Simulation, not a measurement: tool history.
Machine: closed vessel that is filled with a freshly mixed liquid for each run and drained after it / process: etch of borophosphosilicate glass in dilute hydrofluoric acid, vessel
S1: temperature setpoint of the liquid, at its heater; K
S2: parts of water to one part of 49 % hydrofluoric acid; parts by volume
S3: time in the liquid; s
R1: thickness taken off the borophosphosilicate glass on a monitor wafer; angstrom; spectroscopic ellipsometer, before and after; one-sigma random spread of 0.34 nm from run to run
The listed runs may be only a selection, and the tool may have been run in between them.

run	hour	S1	S2	S3	R1
1	0.0	297.15	90	90	642.42
2	3.5	297.15	90	95	672.15
3	10.3	298.15	90	95	699.92
4	14.9	296.65	90	95	659.02
5	23.7	294.65	90	95	608.72
6	27.2	294.65	70	95	803.46
7	34.6	294.15	70	95	784.83

Run 8 has not been measured yet. What should we expect?
8	37.9	293.65	70	95	?

R1: 772.62 angstrom
